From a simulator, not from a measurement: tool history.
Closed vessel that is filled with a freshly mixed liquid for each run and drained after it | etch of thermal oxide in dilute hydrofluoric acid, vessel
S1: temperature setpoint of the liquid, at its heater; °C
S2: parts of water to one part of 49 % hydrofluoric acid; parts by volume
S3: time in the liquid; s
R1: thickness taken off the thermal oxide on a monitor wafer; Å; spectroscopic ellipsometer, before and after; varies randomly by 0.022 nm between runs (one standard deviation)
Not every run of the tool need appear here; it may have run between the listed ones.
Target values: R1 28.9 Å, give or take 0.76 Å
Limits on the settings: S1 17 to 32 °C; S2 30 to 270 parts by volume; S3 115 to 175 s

run  hour    S1   S2   S3      R1
  1     0    24  150  175  61.002
  2   4.5  21.5  150  175  55.622
  3   7.9  21.5  170  175  48.109
  4    16  20.5  185  175  40.996
  5  24.9  20.5  215  175   35.22
  6  28.7  23.5  215  175  39.028
  7  36.5  23.5  215  175  38.976
  8    42  21.5  215  175   36.05

Exactly one of the 4 candidate moves below puts every result within its allowed miss. Which one?
  A  47.5    21  225  175   ?
  B  47.5  18.5  155  115   ?
  C  47.5  20.5  250  175   ?
  D  47.5  19.5  215  160   ?

move      R1
   A   33.64
   B  31.365
   C  28.989
   D   30.75
A: moves toward the targets from the last run without getting all of them in spec
B: moves toward the targets from the last run without getting all of them in spec
C: in spec on every target
D: moves toward the targets from the last run without getting all of them in spec
Move C is the one to make.

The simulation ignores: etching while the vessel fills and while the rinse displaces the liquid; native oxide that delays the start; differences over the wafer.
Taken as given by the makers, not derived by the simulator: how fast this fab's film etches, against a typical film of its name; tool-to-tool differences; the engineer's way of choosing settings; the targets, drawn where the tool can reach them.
